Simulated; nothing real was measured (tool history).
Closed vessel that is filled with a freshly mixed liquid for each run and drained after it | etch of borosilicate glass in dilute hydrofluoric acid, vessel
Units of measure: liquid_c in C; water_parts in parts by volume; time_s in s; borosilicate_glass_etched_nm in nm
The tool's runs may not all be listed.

Run 1, hour 0.0: liquid_c 24.0 C, water_parts 255 parts by volume, time_s 200 s. Result: borosilicate_glass_etched_nm 13.768 nm.
Run 2, hour 2.7: liquid_c 22.5 C, water_parts 255 parts by volume, time_s 200 s. Result: borosilicate_glass_etched_nm 13.243 nm.
Run 3, hour 6.2: liquid_c 22.5 C, water_parts 165 parts by volume, time_s 200 s. Result: borosilicate_glass_etched_nm 22.271 nm.
Run 4, hour 11.0: liquid_c 22.5 C, water_parts 165 parts by volume, time_s 200 s. Result: borosilicate_glass_etched_nm 22.153 nm.
Run 5, hour 12.9: liquid_c 22.0 C, water_parts 175 parts by volume, time_s 200 s. Result: borosilicate_glass_etched_nm 20.518 nm.
Run 6, hour 17.2: liquid_c 20.5 C, water_parts 175 parts by volume, time_s 200 s. Result: borosilicate_glass_etched_nm 19.210 nm.
Run 7, hour 19.7: liquid_c 20.0 C, water_parts 185 parts by volume, time_s 200 s. Result: borosilicate_glass_etched_nm 17.568 nm.
Run 8, hour 25.0: liquid_c 19.5 C, water_parts 190 parts by volume, time_s 200 s. Result: borosilicate_glass_etched_nm 16.733 nm.

Run 9 comes next. What will it give?
Run 9, hour 33.9: liquid_c 19.5 C, water_parts 195 parts by volume, time_s 200 s. Result: borosilicate_glass_etched_nm ?.

borosilicate_glass_etched_nm: 16.306 nm
